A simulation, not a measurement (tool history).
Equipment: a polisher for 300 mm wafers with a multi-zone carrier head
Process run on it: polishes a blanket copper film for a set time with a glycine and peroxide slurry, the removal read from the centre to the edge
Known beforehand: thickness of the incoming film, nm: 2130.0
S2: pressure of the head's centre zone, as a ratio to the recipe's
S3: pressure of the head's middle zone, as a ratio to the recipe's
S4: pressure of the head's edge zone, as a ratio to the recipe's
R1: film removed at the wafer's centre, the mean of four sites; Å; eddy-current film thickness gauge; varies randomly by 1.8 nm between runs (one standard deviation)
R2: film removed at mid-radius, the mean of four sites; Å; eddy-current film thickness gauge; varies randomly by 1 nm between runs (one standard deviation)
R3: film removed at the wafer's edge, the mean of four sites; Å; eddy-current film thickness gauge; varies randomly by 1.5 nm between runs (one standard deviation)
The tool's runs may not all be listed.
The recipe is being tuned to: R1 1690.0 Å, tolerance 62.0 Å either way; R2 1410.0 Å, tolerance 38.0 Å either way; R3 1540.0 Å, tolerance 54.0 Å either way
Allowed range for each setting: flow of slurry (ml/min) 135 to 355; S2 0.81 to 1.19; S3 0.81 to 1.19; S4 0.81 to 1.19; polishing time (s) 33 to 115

{"run": 1, "day": 0.0, "flow of slurry (ml/min)": 225, "S2": 1.0, "S3": 1.0, "S4": 1.0, "polishing time (s)": 73, "R1": 2157.9, "R2": 2235.9, "R3": 2161.4}
{"run": 2, "day": 0.288, "flow of slurry (ml/min)": 225, "S2": 1.0, "S3": 1.08, "S4": 1.0, "polishing time (s)": 73, "R1": 2160.3, "R2": 2377.5, "R3": 2170.2}
{"run": 3, "day": 0.55, "flow of slurry (ml/min)": 195, "S2": 1.0, "S3": 1.08, "S4": 1.0, "polishing time (s)": 73, "R1": 2109.0, "R2": 2363.6, "R3": 2112.8}
{"run": 4, "day": 0.625, "flow of slurry (ml/min)": 200, "S2": 1.01, "S3": 1.05, "S4": 1.0, "polishing time (s)": 70, "R1": 2047.6, "R2": 2184.3, "R3": 2067.6}
{"day": 0.796, "done": "worn pad replaced by a new one"}
{"run": 5, "day": 0.796, "flow of slurry (ml/min)": 200, "S2": 1.01, "S3": 1.05, "S4": 0.95, "polishing time (s)": 70, "R1": 2255.5, "R2": 2432.5, "R3": 2249.6}
{"run": 6, "day": 1.062, "flow of slurry (ml/min)": 205, "S2": 1.03, "S3": 1.04, "S4": 0.98, "polishing time (s)": 69, "R1": 2272.2, "R2": 2358.4, "R3": 2245.9}
{"run": 7, "day": 1.338, "flow of slurry (ml/min)": 225, "S2": 1.03, "S3": 1.02, "S4": 1.01, "polishing time (s)": 67, "R1": 2256.8, "R2": 2274.9, "R3": 2220.0}
{"run": 8, "day": 1.629, "flow of slurry (ml/min)": 235, "S2": 1.03, "S3": 1.01, "S4": 1.04, "polishing time (s)": 62, "R1": 2101.8, "R2": 2134.8, "R3": 2062.9}
{"run": 9, "day": 1.871, "flow of slurry (ml/min)": 240, "S2": 1.03, "S3": 0.98, "S4": 1.06, "polishing time (s)": 58, "R1": 1996.3, "R2": 1918.6, "R3": 1991.4}
{"run": 10, "day": 2.092, "flow of slurry (ml/min)": 240, "S2": 1.03, "S3": 0.98, "S4": 1.06, "polishing time (s)": 58, "R1": 1986.9, "R2": 1937.9, "R3": 1948.8}
{"run": 11, "day": 2.279, "flow of slurry (ml/min)": 255, "S2": 1.03, "S3": 0.96, "S4": 1.08, "polishing time (s)": 55, "R1": 1904.6, "R2": 1810.4, "R3": 1895.6}
{"run": 12, "day": 2.454, "flow of slurry (ml/min)": 230, "S2": 1.05, "S3": 0.86, "S4": 0.98, "polishing time (s)": 44, "R1": 1540.1, "R2": 1297.9, "R3": 1429.5}
{"run": 13, "day": 2.767, "flow of slurry (ml/min)": 240, "S2": 1.05, "S3": 0.86, "S4": 0.99, "polishing time (s)": 44, "R1": 1504.6, "R2": 1302.3, "R3": 1445.9}
{"run": 14, "day": 2.929, "flow of slurry (ml/min)": 245, "S2": 1.06, "S3": 0.86, "S4": 0.99, "polishing time (s)": 44, "R1": 1568.7, "R2": 1325.0, "R3": 1472.3}
{"run": 15, "day": 3.129, "flow of slurry (ml/min)": 250, "S2": 1.06, "S3": 0.86, "S4": 0.99, "polishing time (s)": 44, "R1": 1567.8, "R2": 1331.1, "R3": 1471.6}
{"run": 16, "day": 3.367, "flow of slurry (ml/min)": 255, "S2": 1.06, "S3": 0.86, "S4": 0.99, "polishing time (s)": 44, "R1": 1562.9, "R2": 1312.9, "R3": 1488.1}
{"run": 17, "day": 3.425, "flow of slurry (ml/min)": 295, "S2": 1.11, "S3": 0.93, "S4": 1.01, "polishing time (s)": 45, "R1": 1675.8, "R2": 1459.3, "R3": 1541.5}

Next run, 4 choices. One meets every target within its allowed miss, the rest don't. Which?
{"run": "A", "day": 3.483, "flow of slurry (ml/min)": 295, "S2": 1.09, "S3": 0.87, "S4": 1.01, "polishing time (s)": 45, "R1": "?", "R2": "?", "R3": "?"}
{"run": "B", "day": 3.483, "flow of slurry (ml/min)": 320, "S2": 1.08, "S3": 0.92, "S4": 0.95, "polishing time (s)": 45, "R1": "?", "R2": "?", "R3": "?"}
{"run": "C", "day": 3.483, "flow of slurry (ml/min)": 270, "S2": 1.11, "S3": 0.94, "S4": 1.0, "polishing time (s)": 47, "R1": "?", "R2": "?", "R3": "?"}
{"run": "D", "day": 3.483, "flow of slurry (ml/min)": 290, "S2": 1.15, "S3": 0.97, "S4": 1.05, "polishing time (s)": 44, "R1": "?", "R2": "?", "R3": "?"}

move=A R1=1667.6 R2=1393.5 R3=1524.9
move=B R1=1667.5 R2=1471.5 R3=1489.0
move=C R1=1756.0 R2=1537.0 R3=1572.0
move=D R1=1718.8 R2=1488.5 R3=1515.6
A: in spec on every target
B: its largest miss is bigger than the last run's
C: its largest miss is bigger than the last run's
D: its largest miss is bigger than the last run's
Correct choice: A, which meets every target
